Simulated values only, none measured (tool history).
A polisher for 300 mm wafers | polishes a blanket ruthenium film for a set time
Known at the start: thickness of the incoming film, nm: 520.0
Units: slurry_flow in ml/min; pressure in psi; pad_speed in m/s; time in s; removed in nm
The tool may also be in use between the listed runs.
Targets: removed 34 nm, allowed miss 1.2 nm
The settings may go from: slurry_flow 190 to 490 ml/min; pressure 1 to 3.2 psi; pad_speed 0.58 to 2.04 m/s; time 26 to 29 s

run 1 hour=0 | slurry_flow=315 pressure=2.1 pad_speed=1.3 time=29 | removed=41.294
run 2 hour=4.8 | slurry_flow=315 pressure=2.1 pad_speed=1.3 time=29 | removed=41.08
run 3 hour=6.7 | slurry_flow=315 pressure=2.4 pad_speed=1.3 time=29 | removed=46.535
run 4 hour=13.1 | slurry_flow=315 pressure=2.4 pad_speed=1.3 time=26 | removed=41.697
run 5 hour=20.5 | slurry_flow=315 pressure=2.9 pad_speed=1.3 time=26 | removed=50.155
run 6 hour=27.3 | slurry_flow=315 pressure=2.6 pad_speed=1.28 time=26 | removed=44.813
run 7 hour=31.4 | slurry_flow=315 pressure=2.4 pad_speed=1.28 time=26 | removed=41.093
run 8 hour=38.6 | slurry_flow=315 pressure=2.3 pad_speed=1.28 time=26 | removed=39.763
run 9 hour=46.8 | slurry_flow=315 pressure=2.2 pad_speed=1.28 time=26 | removed=38.074
run 10 hour=47.5 | slurry_flow=315 pressure=2.1 pad_speed=1.28 time=26 | removed=36.429

Which of these 4 next moves meets every target?
run A hour=48.2 | slurry_flow=250 pressure=2.4 pad_speed=1.08 time=26 | removed=?
run B hour=48.2 | slurry_flow=320 pressure=2 pad_speed=1.2 time=29 | removed=?
run C hour=48.2 | slurry_flow=340 pressure=2 pad_speed=1.32 time=27 | removed=?
run D hour=48.2 | slurry_flow=305 pressure=2 pad_speed=1.22 time=29 | removed=?

move=A removed=34.618
move=B removed=36.558
move=C removed=37.499
move=D removed=37.01
A: meets every target
B: further off than the last run
C: further off than the last run
D: further off than the last run
Answer: A

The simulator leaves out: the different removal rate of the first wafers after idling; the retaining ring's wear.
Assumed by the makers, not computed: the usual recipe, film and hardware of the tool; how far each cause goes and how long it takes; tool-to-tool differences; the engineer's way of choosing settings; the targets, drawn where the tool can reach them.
